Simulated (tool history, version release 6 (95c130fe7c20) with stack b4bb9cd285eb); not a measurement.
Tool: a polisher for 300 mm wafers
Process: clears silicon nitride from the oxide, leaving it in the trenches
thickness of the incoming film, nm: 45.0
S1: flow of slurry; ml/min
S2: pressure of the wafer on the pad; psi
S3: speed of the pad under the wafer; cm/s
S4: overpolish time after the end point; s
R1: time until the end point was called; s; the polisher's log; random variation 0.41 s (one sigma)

run,hour,S1,S2,S3,S4,R1
1,0.0,320,2.4,76,40,60.426
2,0.6,320,1.9,76,40,75.189
3,4.8,320,1.9,88,40,67.264
4,9.2,320,1.9,76,40,75.980
5,9.8,320,2.1,76,40,69.563
6,12.2,320,2.1,76,40,68.433

The next listed run, before its measurement:
7,19.6,320,2.1,76,40,?

{"run 7": {"R1": 68.435}}

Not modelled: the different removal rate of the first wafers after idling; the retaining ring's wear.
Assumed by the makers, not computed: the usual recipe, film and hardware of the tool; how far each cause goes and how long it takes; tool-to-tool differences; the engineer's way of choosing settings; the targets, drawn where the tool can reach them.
